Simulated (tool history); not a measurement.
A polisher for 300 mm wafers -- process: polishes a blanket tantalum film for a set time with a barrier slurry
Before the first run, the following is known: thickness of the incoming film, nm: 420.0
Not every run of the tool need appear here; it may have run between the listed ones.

| run | hour | flow of slurry (ml/min) | pressure of the wafer on the pad (psi) | speed of the pad under the wafer (cm/s) | abrasive content of the slurry | polishing time (s) | film removed (Å) |
|---|---|---|---|---|---|---|---|
| 1 | 0.0 | 300 | 2.1 | 120 | 1.00 | 18 | 309.86 |
| 2 | 1.5 | 300 | 1.9 | 120 | 1.00 | 18 | 287.35 |
| 3 | 2.8 | 300 | 1.9 | 120 | 1.00 | 16 | 255.93 |
| 4 | 3.8 | 300 | 2.2 | 128 | 1.00 | 16 | 307.54 |
| 5 | 12.3 | 300 | 1.7 | 128 | 1.00 | 16 | 243.05 |
| 6 | 17.0 | 300 | 1.9 | 128 | 1.00 | 16 | 270.83 |
| 7 | 18.6 | 300 | 2.2 | 136 | 1.00 | 16 | 328.07 |

For run 8, what comes out?
| 8 | 21.9 | 300 | 2.8 | 164 | 1.05 | 16 | ? |

{"run 8": {"film removed (Å)": 514.94}}
